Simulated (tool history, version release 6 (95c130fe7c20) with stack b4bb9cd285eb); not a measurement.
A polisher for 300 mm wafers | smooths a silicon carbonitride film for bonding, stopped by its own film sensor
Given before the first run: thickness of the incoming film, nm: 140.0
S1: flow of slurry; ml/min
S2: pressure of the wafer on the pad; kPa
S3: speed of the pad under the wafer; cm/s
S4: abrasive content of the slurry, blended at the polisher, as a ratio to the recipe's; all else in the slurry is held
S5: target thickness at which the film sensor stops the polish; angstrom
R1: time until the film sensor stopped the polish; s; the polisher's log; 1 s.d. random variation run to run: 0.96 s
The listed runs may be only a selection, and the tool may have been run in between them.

run 1 hour=0 | S1=310 S2=11 S3=102 S4=1 S5=1110 | R1=126.7
run 2 hour=3.7 | S1=310 S2=11.7 S3=102 S4=1 S5=1110 | R1=121.72
run 3 hour=5.1 | S1=310 S2=12.4 S3=102 S4=1 S5=1110 | R1=112.36
run 4 hour=9.2 | S1=310 S2=13.1 S3=102 S4=1 S5=1110 | R1=109.1
run 5 hour=16.6 | S1=310 S2=13.1 S3=102 S4=1 S5=1110 | R1=107
run 6 hour=20.6 | S1=310 S2=13.1 S3=102 S4=0.85 S5=1110 | R1=111.86
run 7 hour=21.7 | S1=310 S2=13.8 S3=102 S4=0.85 S5=1110 | R1=110.11

Run 8 has not been measured yet. What should we expect?
run 8 hour=26.3 | S1=310 S2=14.5 S3=102 S4=0.85 S5=1110 | R1=?

{"run 8": {"R1": 104.51}}

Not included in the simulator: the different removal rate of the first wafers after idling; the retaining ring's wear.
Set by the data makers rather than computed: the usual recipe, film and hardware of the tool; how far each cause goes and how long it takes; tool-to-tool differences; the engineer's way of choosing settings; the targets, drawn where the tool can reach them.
